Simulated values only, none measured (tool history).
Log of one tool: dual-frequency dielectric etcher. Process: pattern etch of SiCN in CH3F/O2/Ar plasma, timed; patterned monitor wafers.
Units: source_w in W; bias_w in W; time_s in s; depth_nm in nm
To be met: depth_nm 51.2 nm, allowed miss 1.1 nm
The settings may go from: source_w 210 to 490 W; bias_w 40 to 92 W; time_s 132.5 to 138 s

| run | hour | source_w | bias_w | time_s | depth_nm |
|---|---|---|---|---|---|
| 1 | 0 | 350 | 66 | 132.5 | 44.295 |
| 2 | 4.8 | 350 | 66 | 132.5 | 44.713 |
| 3 | 6.2 | 360 | 67 | 132.5 | 45.242 |
| 4 | 14 | 320 | 67 | 132.5 | 44.471 |
| 5 | 17.2 | 320 | 69 | 132.5 | 44.273 |
| 6 | 23.2 | 260 | 69 | 132.5 | 41.685 |
| 7 | 28.3 | 280 | 70 | 132.5 | 43.024 |
| 8 | 35.1 | 350 | 76 | 133 | 46.45 |
| 9 | 40 | 360 | 77 | 133 | 47.923 |
| 10 | 45.4 | 370 | 77 | 133 | 47.946 |

4 next moves are on the table. One of them brings every result within its allowed miss. Which?
| A | 50.8 | 310 | 73 | 137.5 | ? |
| B | 50.8 | 340 | 92 | 137 | ? |
| C | 50.8 | 350 | 80 | 135.5 | ? |
| D | 50.8 | 360 | 76 | 135 | ? |

| move | depth_nm |
|---|---|
| A | 46.714 |
| B | 51.737 |
| C | 49.12 |
| D | 48.471 |
A: further off than the last run
B: meets every target
C: nearer than the last run, and not there yet
D: nearer than the last run, and not there yet
Answer: B
